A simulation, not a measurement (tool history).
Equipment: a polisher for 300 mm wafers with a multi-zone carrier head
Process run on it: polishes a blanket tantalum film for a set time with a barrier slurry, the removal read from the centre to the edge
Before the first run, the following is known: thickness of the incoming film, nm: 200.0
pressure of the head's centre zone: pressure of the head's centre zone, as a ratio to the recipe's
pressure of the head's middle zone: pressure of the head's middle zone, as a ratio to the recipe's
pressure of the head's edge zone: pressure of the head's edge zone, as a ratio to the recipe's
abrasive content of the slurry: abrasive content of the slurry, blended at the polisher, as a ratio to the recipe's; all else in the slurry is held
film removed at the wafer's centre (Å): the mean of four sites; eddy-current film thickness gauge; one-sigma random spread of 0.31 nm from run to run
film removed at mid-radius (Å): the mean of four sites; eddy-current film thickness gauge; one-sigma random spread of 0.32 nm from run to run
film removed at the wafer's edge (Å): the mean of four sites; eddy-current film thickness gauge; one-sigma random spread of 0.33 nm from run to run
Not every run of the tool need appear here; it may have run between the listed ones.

run	hour	flow of slurry (ml/min)	pressure of the head's centre zone	pressure of the head's middle zone	pressure of the head's edge zone	abrasive content of the slurry	polishing time (s)	film removed at the wafer's centre (Å)	film removed at mid-radius (Å)	film removed at the wafer's edge (Å)
1	0.0	130	1.00	1.00	1.00	1.00	67	591.72	566.26	583.79
2	6.6	130	1.00	0.99	0.99	0.95	63	553.67	524.07	535.91
3	9.5	125	0.99	0.98	0.98	0.90	60	492.66	489.39	485.14
4	16.0	125	0.99	0.98	0.98	1.00	60	511.28	516.12	517.14
5	24.6	125	0.99	1.07	0.98	1.00	60	523.56	536.41	518.09
6	32.9	125	1.06	1.07	0.98	1.00	60	540.43	550.14	504.13
7	39.5	125	1.06	1.04	0.99	0.95	57	514.97	500.93	487.32
8	40.2	125	1.06	1.02	0.99	0.90	54	468.00	442.21	445.60
9	46.6	125	1.06	1.01	0.98	0.85	52	433.97	412.71	419.71
10	50.8	125	1.06	1.01	0.98	0.85	52	441.52	416.11	420.33
11	57.5	125	1.06	1.00	0.97	0.80	51	420.76	389.75	388.53
12	65.1	125	1.05	0.98	0.96	0.75	50	381.47	360.66	362.98
13	68.0	125	1.05	0.96	0.95	0.70	50	366.19	331.38	348.84
14	75.6	125	1.05	0.95	0.94	0.70	50	366.14	332.14	350.93
15	84.0	125	1.05	0.95	0.93	0.70	50	366.51	332.61	336.26
16	88.6	120	1.04	0.94	0.92	0.70	50	367.29	332.76	343.62

Expected results for the next run?
17	95.9	120	1.04	0.93	0.91	0.70	50	?	?	?

{"run 17": {"film removed at the wafer's centre (Å)": 360.36, "film removed at mid-radius (Å)": 320.6, "film removed at the wafer's edge (Å)": 341.15}}
